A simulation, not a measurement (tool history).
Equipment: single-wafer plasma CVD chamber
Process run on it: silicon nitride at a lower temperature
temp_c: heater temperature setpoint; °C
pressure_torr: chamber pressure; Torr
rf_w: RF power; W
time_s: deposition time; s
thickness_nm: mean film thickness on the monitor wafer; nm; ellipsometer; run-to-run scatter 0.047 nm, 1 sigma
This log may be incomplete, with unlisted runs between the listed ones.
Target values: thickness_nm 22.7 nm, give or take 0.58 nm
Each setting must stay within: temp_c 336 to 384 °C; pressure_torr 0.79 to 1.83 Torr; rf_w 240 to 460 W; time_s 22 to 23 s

run 1 hour=0 | temp_c=360 pressure_torr=1.31 rf_w=350 time_s=23 | thickness_nm=28.305
run 2 hour=3.9 | temp_c=360 pressure_torr=1.23 rf_w=335 time_s=22.9 | thickness_nm=26.612
run 3 hour=11.9 | temp_c=360 pressure_torr=1.15 rf_w=330 time_s=22.9 | thickness_nm=25.317
run 4 hour=20.7 | temp_c=368 pressure_torr=1.15 rf_w=330 time_s=22.9 | thickness_nm=25.417
run 5 hour=22.3 | temp_c=368 pressure_torr=1.15 rf_w=330 time_s=23 | thickness_nm=25.45
run 6 hour=29.3 | temp_c=368 pressure_torr=1.15 rf_w=330 time_s=23 | thickness_nm=25.4
run 7 hour=34.1 | temp_c=368 pressure_torr=1.09 rf_w=325 time_s=23 | thickness_nm=24.376
run 8 hour=42.9 | temp_c=368 pressure_torr=1.06 rf_w=325 time_s=23 | thickness_nm=24.023
run 9 hour=45.3 | temp_c=368 pressure_torr=0.89 rf_w=315 time_s=22.9 | thickness_nm=20.851
run 10 hour=52.5 | temp_c=368 pressure_torr=1.05 rf_w=320 time_s=22.9 | thickness_nm=23.566
run 11 hour=53.7 | temp_c=368 pressure_torr=1.04 rf_w=320 time_s=22.9 | thickness_nm=23.451
run 12 hour=58.9 | temp_c=368 pressure_torr=1.04 rf_w=320 time_s=22.9 | thickness_nm=23.475
run 13 hour=62.4 | temp_c=368 pressure_torr=1.03 rf_w=320 time_s=22.9 | thickness_nm=23.332

Consider the 4 candidate settings below. Which is the only one whose results all fall within their allowed miss of target?
run A hour=65.9 | temp_c=366 pressure_torr=1.11 rf_w=320 time_s=23 | thickness_nm=?
run B hour=65.9 | temp_c=376 pressure_torr=0.93 rf_w=335 time_s=22 | thickness_nm=?
run C hour=65.9 | temp_c=367 pressure_torr=0.97 rf_w=345 time_s=22 | thickness_nm=?
run D hour=65.9 | temp_c=366 pressure_torr=1.13 rf_w=310 time_s=23 | thickness_nm=?

move=A thickness_nm=24.43
move=B thickness_nm=21.706
move=C thickness_nm=22.863
move=D thickness_nm=24.062
A: its largest miss is bigger than the last run's
B: takes the biggest miss from the last run beyond its target
C: in spec on every target
D: its largest miss is bigger than the last run's
C is the move that brings every result within its allowed miss.
